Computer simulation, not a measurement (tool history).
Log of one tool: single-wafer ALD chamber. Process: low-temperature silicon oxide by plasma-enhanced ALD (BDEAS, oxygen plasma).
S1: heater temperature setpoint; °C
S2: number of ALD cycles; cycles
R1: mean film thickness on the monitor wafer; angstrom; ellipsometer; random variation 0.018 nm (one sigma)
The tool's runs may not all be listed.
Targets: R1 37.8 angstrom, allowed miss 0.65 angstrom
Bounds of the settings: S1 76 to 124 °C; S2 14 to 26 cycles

run  hour   S1  S2      R1
  1     0  100  20  29.915
  2   0.9   98  21   31.57
  3   5.5  108  21  31.105
  4   7.1   98  21  31.572
  5  10.5   98  24  35.923
  6  18.2   98  26  39.033
  7  25.3  100  26  38.622
     33.1  -- thermocouple changed; heater temperature recalibrated
  8  33.1  101  26  39.104

4 next moves are on the table. One of them brings every result within its allowed miss. Which?
  A  40.9   76  25   ?
  B  40.9  100  25   ?
  C  40.9   87  26   ?
  D  40.9   91  25   ?

move      R1
   A  41.708
   B  37.959
   C  41.589
   D  39.365
A: further off than the last run
B: meets every target
C: further off than the last run
D: further off than the last run
Move B is the one to make.
